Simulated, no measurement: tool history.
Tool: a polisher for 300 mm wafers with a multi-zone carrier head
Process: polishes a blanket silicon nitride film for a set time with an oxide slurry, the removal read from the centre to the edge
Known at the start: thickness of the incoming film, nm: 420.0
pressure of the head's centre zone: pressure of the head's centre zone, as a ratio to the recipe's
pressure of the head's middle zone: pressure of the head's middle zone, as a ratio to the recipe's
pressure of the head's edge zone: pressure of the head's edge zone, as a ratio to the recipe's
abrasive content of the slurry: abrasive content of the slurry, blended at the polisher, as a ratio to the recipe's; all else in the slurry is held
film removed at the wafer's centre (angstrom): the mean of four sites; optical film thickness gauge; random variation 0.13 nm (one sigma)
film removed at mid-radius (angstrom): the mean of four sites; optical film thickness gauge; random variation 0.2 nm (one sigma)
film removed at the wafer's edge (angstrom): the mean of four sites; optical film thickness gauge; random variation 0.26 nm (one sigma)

run	hour	flow of slurry (ml/min)	pressure of the head's centre zone	pressure of the head's middle zone	pressure of the head's edge zone	abrasive content of the slurry	polishing time (s)	film removed at the wafer's centre (angstrom)	film removed at mid-radius (angstrom)	film removed at the wafer's edge (angstrom)
1	0	230	1	1	1	1	52	403.55	400.49	413.21
2	8	230	1	1	1	1.1	52	418.28	411.49	426.09
3	12	225	0.97	0.99	0.96	0.95	47	349.44	349.4	350.28
4	18.7	265	0.97	0.99	0.96	0.95	47	362.89	352.62	364.6
5	20.3	240	0.93	0.98	0.94	0.85	45	326.38	326.51	338.21
6	26.3	205	0.93	0.98	0.94	0.85	45	315.2	316.63	326.76
7	28.1	195	0.9	1	0.93	0.75	42	276.4	284.92	292.69
8	29.9	185	0.88	1.02	0.92	0.7	40	247.99	266.65	266.7

The next listed run, before its measurement:
9	37.5	180	0.87	1.03	0.91	0.65	39	?	?	?

{"run 9": {"film removed at the wafer's centre (angstrom)": 235.56, "film removed at mid-radius (angstrom)": 253.52, "film removed at the wafer's edge (angstrom)": 252.56}}
